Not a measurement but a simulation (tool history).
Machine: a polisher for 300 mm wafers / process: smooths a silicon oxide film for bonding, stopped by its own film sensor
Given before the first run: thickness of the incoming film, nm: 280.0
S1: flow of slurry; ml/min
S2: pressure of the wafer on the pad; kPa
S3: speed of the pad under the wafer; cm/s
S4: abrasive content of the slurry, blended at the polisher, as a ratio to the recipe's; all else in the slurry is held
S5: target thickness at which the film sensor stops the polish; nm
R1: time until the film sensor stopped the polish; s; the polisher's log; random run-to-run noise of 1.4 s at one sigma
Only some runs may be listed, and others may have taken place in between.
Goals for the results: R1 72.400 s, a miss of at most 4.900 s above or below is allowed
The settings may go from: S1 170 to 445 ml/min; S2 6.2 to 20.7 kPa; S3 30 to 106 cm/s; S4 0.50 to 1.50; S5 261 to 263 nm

{"run": 1, "hour": 0.0, "S1": 285, "S2": 13.1, "S3": 68, "S4": 1.0, "S5": 261, "R1": 51.053}
{"run": 2, "hour": 5.8, "S1": 285, "S2": 13.1, "S3": 68, "S4": 0.9, "S5": 261, "R1": 55.414}
{"run": 3, "hour": 13.3, "S1": 285, "S2": 15.9, "S3": 68, "S4": 0.9, "S5": 261, "R1": 44.97}
{"run": 4, "hour": 16.6, "S1": 285, "S2": 14.5, "S3": 66, "S4": 0.9, "S5": 261, "R1": 52.736}
{"run": 5, "hour": 20.8, "S1": 285, "S2": 14.5, "S3": 80, "S4": 0.9, "S5": 261, "R1": 44.29}
{"run": 6, "hour": 25.4, "S1": 285, "S2": 11.7, "S3": 80, "S4": 0.9, "S5": 261, "R1": 55.581}
{"run": 7, "hour": 30.3, "S1": 285, "S2": 11.7, "S3": 80, "S4": 0.9, "S5": 261, "R1": 56.549}
{"run": 8, "hour": 36.0, "S1": 285, "S2": 11.0, "S3": 80, "S4": 0.9, "S5": 261, "R1": 58.659}
{"run": 9, "hour": 42.1, "S1": 285, "S2": 10.3, "S3": 80, "S4": 0.9, "S5": 261, "R1": 63.031}
{"run": 10, "hour": 48.9, "S1": 285, "S2": 9.7, "S3": 80, "S4": 0.9, "S5": 261, "R1": 64.689}

Pick the move, out of 5, that brings all results within their allowed miss; only one does.
{"run": "A", "hour": 55.7, "S1": 290, "S2": 11.7, "S3": 66, "S4": 0.95, "S5": 263, "R1": "?"}
{"run": "B", "hour": 55.7, "S1": 285, "S2": 9.7, "S3": 76, "S4": 1.0, "S5": 262, "R1": "?"}
{"run": "C", "hour": 55.7, "S1": 275, "S2": 11.0, "S3": 86, "S4": 0.95, "S5": 262, "R1": "?"}
{"run": "D", "hour": 55.7, "S1": 270, "S2": 9.7, "S3": 76, "S4": 1.1, "S5": 262, "R1": "?"}
{"run": "E", "hour": 55.7, "S1": 300, "S2": 8.3, "S3": 90, "S4": 0.8, "S5": 261, "R1": "?"}

move=A R1=54.890
move=B R1=60.917
move=C R1=50.143
move=D R1=58.171
move=E R1=73.802
A: misses by more than the last run did
B: misses by more than the last run did
C: misses by more than the last run did
D: misses by more than the last run did
E: each result inside its tolerance
E is the move that brings every result within its allowed miss.

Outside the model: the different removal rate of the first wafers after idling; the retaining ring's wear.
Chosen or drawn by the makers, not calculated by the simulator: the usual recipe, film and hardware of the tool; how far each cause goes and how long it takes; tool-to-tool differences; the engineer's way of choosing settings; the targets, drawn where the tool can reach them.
